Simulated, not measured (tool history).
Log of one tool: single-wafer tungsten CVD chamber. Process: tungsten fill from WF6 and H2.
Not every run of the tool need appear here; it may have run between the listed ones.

run  hour  heater temperature setpoint (K)  chamber pressure (mTorr)  deposition time (s)  mean film thickness on the monitor wafer (Å)
  1   0.0                           648.15                     44400                 33.6                                        678.96
  2   8.3                           657.15                     44400                 33.6                                        819.65
  3  10.3                           653.15                     44200                 33.6                                        755.59
  4  12.4                           650.15                     44100                 33.6                                        710.10
  5  19.5                           650.15                     49800                 33.6                                        755.61
  6  25.3                           650.15                     49800                 33.6                                        752.37
  7  31.5                           650.15                     49800                 33.6                                        758.26
  8  40.3                           647.15                     49700                 33.6                                        712.89

Run 9 has not been measured yet. What should we expect?
  9  44.3                           645.15                     49600                 33.6                                             ?

Run 9 measured mean film thickness on the monitor wafer (Å) 679.18.
